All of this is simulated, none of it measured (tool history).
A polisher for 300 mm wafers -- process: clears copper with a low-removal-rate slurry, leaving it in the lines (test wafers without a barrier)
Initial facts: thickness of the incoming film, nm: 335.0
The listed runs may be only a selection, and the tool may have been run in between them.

run  hour  flow of slurry (ml/min)  pressure of the wafer on the pad (psi)  speed of the pad under the wafer (cm/s)  abrasive content of the slurry  overpolish time after the end point (s)  time until the end point was called (s)  dishing of a wide line in a test structure (angstrom)
  1   0.0                      305                                     2.2                                       96                            1.00                                       27                                   181.43                                                 371.94
  2   4.3                      305                                     2.2                                       96                            1.00                                       19                                   185.62                                                 283.47
  3   8.9                      305                                     2.2                                       96                            1.10                                       19                                   185.36                                                 289.34
  4  12.2                      305                                     2.3                                       96                            1.10                                       20                                   176.89                                                 309.58
  5  17.5                      305                                     2.3                                       96                            1.25                                       20                                   175.11                                                 318.51
  6  26.1                      305                                     2.4                                       96                            1.25                                       21                                   163.45                                                 330.47
  7  31.2                      305                                     2.4                                       96                            1.25                                       22                                   162.47                                                 349.80
  8  39.1                      305                                     2.4                                       96                            1.25                                       23                                   165.52                                                 355.09

Run 9 comes next. What will it give?
     44.1  -- slurry nozzle cleaned
  9  44.1                      305                                     2.5                                       96                            1.25                                       24                                        ?                                                      ?

time until the end point was called (s): 152.88
dishing of a wide line in a test structure (angstrom): 401.59
